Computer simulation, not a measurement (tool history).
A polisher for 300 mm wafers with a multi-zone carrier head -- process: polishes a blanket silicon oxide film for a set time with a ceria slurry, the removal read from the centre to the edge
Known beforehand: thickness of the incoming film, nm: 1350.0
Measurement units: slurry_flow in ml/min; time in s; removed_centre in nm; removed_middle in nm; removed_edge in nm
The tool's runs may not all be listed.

run,hour,slurry_flow,centre_zone,middle_zone,edge_zone,time,removed_centre,removed_middle,removed_edge
1,0,250,1,1,1,52,255.12,261.19,250.32
2,0.8,260,1.03,1,1.04,53,276.69,261.71,267.83
3,6,260,0.95,1,1.04,53,246.71,271.74,263.34
4,13.2,275,0.99,1.02,1.06,54,269.55,274.05,270.82
5,14.3,240,0.99,1.02,1.06,54,263.68,272.54,271.4
6,20,240,0.99,1.02,1.12,54,263.11,273.9,280.22

Estimate the outcome of run 7 from the log above:
7,27.9,250,1.02,1.04,1.13,55,?,?,?

removed_centre: 275.49 nm
removed_middle: 274.21 nm
removed_edge: 287.98 nm
